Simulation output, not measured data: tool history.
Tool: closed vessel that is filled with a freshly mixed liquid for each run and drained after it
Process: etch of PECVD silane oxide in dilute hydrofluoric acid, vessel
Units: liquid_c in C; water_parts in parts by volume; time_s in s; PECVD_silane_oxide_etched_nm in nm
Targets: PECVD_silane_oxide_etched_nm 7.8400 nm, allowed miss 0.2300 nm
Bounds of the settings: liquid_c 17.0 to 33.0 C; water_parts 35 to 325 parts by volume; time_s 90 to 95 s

run,day,liquid_c,water_parts,time_s,PECVD_silane_oxide_etched_nm
1,0.000,25.0,180,90,11.6520
2,0.062,23.5,185,90,10.6270
3,0.425,20.5,185,90,9.4753
4,0.500,17.5,185,90,8.4017
5,0.717,21.0,185,90,9.6328
6,0.783,20.5,185,90,9.4634
7,0.975,20.0,185,90,9.3194
8,1.021,19.5,185,90,9.1286
9,1.258,19.0,185,90,8.9579
10,1.538,18.5,185,90,8.7507
11,1.688,18.0,185,90,8.6021
12,2.000,17.5,190,90,8.1707

Which of these 4 next moves meets every target?
A,2.312,20.5,215,95,?
B,2.312,17.0,195,90,?
C,2.312,17.0,180,90,?
D,2.312,17.0,185,95,?

move,PECVD_silane_oxide_etched_nm
A,8.3649
B,7.7677
C,8.5330
D,8.7228
A: further off than the last run
B: meets every target
C: further off than the last run
D: further off than the last run
Answer: B
